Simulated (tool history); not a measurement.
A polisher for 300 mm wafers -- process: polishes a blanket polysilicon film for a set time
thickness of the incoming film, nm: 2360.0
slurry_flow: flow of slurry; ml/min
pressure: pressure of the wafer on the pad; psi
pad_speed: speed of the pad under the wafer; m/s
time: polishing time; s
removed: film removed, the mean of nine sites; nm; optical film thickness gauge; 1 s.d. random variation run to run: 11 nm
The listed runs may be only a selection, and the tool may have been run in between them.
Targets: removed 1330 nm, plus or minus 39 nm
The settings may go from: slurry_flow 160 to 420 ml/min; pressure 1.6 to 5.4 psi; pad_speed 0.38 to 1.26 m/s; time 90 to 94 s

run	hour	slurry_flow	pressure	pad_speed	time	removed
1	0	270	3.5	0.82	90	830.45
2	4.6	225	3.5	0.82	90	805.58
3	9.6	225	3.5	0.64	90	636.41
4	11.2	165	3.5	0.64	90	611.27
5	14.6	180	3.8	0.66	90	690.59
6	20.8	180	3.8	0.66	90	689.16
7	29.1	195	4.1	0.68	90	759.62
8	32.9	195	5.1	0.9	91	1253.5
9	39.4	200	5.1	0.9	91	1255.5
10	41.3	205	5.1	0.9	91	1268.9
11	47.8	210	5.1	0.9	91	1253

Which one of the following 5 next-run settings gets every result inside its allowed miss? There is exactly one.
A	54.3	185	5.2	0.98	90	?
B	54.3	245	5.1	0.84	94	?
C	54.3	215	4.9	1.08	93	?
D	54.3	210	5.2	0.82	91	?
E	54.3	205	5.3	0.84	94	?

move	removed
A	1345.5
B	1236.6
C	1480.6
D	1166.6
E	1251.2
A: all results land within tolerance of their targets
B: moves away from the targets compared with the last run
C: takes the biggest miss from the last run beyond its target
D: moves away from the targets compared with the last run
E: as far off as the last run
Go with A: it meets all targets.

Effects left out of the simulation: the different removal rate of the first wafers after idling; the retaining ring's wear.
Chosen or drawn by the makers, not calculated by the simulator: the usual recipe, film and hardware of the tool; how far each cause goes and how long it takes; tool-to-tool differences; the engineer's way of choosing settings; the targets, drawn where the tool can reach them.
